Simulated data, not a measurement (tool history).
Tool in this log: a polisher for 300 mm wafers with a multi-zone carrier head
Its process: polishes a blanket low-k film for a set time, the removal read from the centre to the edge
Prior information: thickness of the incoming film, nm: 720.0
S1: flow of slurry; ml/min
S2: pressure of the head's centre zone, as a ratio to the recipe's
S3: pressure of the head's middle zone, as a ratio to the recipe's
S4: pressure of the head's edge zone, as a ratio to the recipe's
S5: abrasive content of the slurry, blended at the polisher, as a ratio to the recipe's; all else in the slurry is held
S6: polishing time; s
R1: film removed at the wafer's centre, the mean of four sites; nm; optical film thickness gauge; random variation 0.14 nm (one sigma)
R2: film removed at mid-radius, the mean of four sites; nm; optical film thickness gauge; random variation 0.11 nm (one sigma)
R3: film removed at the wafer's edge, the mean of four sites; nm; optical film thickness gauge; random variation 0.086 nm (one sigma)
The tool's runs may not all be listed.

run  hour   S1    S2    S3    S4    S5  S6      R1      R2      R3
  1   0.0  290  1.00  1.00  1.00  1.00  37  14.572  13.612  13.842
  2   6.3  290  1.00  1.07  1.00  1.00  37  14.818  14.558  13.946
  3  14.7  290  1.00  1.06  0.98  0.90  37  13.766  13.605  13.176
  4  21.5  290  1.01  1.06  0.95  0.85  37  13.507  13.310  12.756
  5  29.8  290  1.01  1.06  0.87  0.85  37  13.777  13.559  12.193
  6  36.3  290  1.01  1.06  0.87  0.75  37  12.668  12.476  11.340
  7  41.8  285  1.00  1.04  0.86  0.75  37  12.344  12.497  11.170
  8  48.1  280  1.00  1.01  0.86  0.75  37  12.551  12.055  11.156
  9  55.7  280  1.00  1.01  0.86  0.75  37  12.395  12.181  11.465
 10  61.7  280  1.01  1.01  0.86  0.70  37  12.068  11.616  10.902
 11  68.3  275  1.01  1.00  0.85  0.70  37  11.949  11.429  10.985
 12  74.2  275  1.01  1.00  0.84  0.70  37  12.050  11.352  10.704
 13  76.7  265  1.00  1.00  0.84  0.70  37  12.315  11.394  10.923

Estimate the outcome of run 14 from the log above:
 14  83.9  270  1.00  0.99  0.84  0.70  37   ?   ?   ?

R1: 11.959 nm
R2: 11.449 nm
R3: 10.960 nm
